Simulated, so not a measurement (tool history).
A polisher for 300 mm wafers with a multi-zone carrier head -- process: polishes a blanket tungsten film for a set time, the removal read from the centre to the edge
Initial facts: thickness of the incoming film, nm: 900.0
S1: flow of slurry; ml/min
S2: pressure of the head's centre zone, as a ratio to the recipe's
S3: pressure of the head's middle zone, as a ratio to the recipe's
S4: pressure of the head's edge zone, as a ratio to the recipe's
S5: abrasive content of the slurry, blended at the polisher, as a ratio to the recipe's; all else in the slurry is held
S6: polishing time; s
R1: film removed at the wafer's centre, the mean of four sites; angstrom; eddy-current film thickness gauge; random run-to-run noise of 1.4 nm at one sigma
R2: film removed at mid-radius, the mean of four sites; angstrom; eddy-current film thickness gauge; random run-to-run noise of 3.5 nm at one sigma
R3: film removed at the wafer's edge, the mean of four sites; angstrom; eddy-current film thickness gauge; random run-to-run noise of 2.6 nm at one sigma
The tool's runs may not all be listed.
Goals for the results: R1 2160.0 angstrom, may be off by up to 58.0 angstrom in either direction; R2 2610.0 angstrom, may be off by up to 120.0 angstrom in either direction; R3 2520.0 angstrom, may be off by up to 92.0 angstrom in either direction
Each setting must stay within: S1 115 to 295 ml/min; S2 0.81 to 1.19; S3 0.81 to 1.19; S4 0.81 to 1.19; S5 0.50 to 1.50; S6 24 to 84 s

run,day,S1,S2,S3,S4,S5,S6,R1,R2,R3
1,0.000,190,1.00,1.00,1.00,1.00,54,3319.4,3265.9,3364.7
2,0.167,180,0.95,1.00,0.97,0.85,53,2923.0,3084.2,3084.4
3,0.383,180,0.95,1.00,0.97,0.85,61,3367.1,3574.6,3613.3
4,0.617,180,0.86,1.00,0.97,0.85,61,3065.7,3510.9,3508.5
5,0.650,180,0.86,1.00,0.97,0.65,61,2887.5,3336.6,3317.7
# day 0.929: worn pad replaced by a new one
6,0.929,170,0.85,1.00,0.95,0.60,58,2850.5,3380.9,3374.0
7,1.225,195,0.85,1.02,1.01,0.55,56,2781.6,3232.9,3299.2
8,1.333,195,0.84,1.00,0.96,0.55,53,2599.0,3127.8,3056.9
9,1.662,200,0.83,0.97,0.94,0.55,50,2410.7,2901.6,2833.2

Of the 5 settings listed for the next run, only one would bring every result within its allowed miss of target. Which one?
A,1.992,225,1.05,0.93,1.02,0.60,42,?,?,?
B,1.992,245,1.07,1.11,0.81,0.60,43,?,?,?
C,1.992,255,0.87,0.88,1.04,0.65,46,?,?,?
D,1.992,240,0.98,1.01,0.86,0.65,43,?,?,?
E,1.992,235,0.82,1.00,0.93,0.50,45,?,?,?

move,R1,R2,R3
A,2697.9,2439.8,2544.9
B,2851.4,2828.7,2357.2
C,2534.5,2676.4,2903.5
D,2652.0,2706.3,2465.5
E,2170.5,2637.2,2506.1
A: further off than the last run
B: further off than the last run
C: further off than the last run
D: further off than the last run
E: in spec on every target
The move that meets every target is E.
